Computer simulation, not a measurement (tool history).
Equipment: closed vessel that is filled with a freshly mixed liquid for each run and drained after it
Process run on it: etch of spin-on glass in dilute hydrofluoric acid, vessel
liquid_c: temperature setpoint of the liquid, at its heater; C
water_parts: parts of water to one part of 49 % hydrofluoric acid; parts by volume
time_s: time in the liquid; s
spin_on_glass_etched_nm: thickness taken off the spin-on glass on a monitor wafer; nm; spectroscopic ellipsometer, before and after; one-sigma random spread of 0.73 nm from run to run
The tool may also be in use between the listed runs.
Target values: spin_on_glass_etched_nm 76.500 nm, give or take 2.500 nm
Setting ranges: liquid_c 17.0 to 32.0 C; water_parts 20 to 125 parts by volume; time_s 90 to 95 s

run	day	liquid_c	water_parts	time_s	spin_on_glass_etched_nm
1	0.000	24.0	70	90	60.398
2	0.242	24.0	45	90	98.883
3	0.592	24.0	45	90	98.113
4	0.683	24.0	45	90	100.290
5	0.867	22.5	45	90	92.016
6	1.129	25.0	45	90	104.910
7	1.262	23.5	45	90	97.090
8	1.550	22.0	45	90	89.949

Below are 5 possible settings for the next run. Only one of them brings all results inside the allowed miss of their targets. Which is it?
A	1.838	19.0	35	95	?
B	1.838	22.0	40	95	?
C	1.838	31.0	55	95	?
D	1.838	23.5	40	95	?
E	1.838	20.5	50	90	?

move	spin_on_glass_etched_nm
A	112.010
B	110.720
C	113.430
D	117.900
E	77.793
A: its largest miss is bigger than the last run's
B: its largest miss is bigger than the last run's
C: its largest miss is bigger than the last run's
D: its largest miss is bigger than the last run's
E: each result inside its tolerance
So the answer is move E, the one that meets all the targets.
